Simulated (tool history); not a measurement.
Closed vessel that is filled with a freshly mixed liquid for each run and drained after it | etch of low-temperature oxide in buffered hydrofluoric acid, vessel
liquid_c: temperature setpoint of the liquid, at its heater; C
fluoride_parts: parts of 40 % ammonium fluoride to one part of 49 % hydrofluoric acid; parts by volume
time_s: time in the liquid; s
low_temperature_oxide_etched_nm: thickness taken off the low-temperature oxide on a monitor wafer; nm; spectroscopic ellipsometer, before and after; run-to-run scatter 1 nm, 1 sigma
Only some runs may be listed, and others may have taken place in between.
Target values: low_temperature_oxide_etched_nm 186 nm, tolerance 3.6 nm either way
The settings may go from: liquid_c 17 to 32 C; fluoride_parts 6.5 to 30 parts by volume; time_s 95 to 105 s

run	day	liquid_c	fluoride_parts	time_s	low_temperature_oxide_etched_nm
1	0	24	18.5	95	259.83
2	0.288	24	18.5	105	288.2
3	0.483	24	18.5	95	260.45
4	0.85	24	18.5	95	261.16
5	1.217	22	18.5	95	235.01
6	1.512	22	21	95	210.9
7	1.621	21	21	95	196.64
8	1.983	20.5	21	95	192.05

Next run, 4 choices. One meets every target within its allowed miss, the rest don't. Which?
A	2.346	21	26	100	?
B	2.346	20.5	23	95	?
C	2.346	19.5	20.5	95	?
D	2.346	17	20.5	105	?

move	low_temperature_oxide_etched_nm
A	179.62
B	180.59
C	184.83
D	177.24
A: the result that was furthest off in the last run now lies on the other side of its target
B: the result that was furthest off in the last run now lies on the other side of its target
C: all results land within tolerance of their targets
D: the result that was furthest off in the last run now lies on the other side of its target
C is the move that brings every result within its allowed miss.
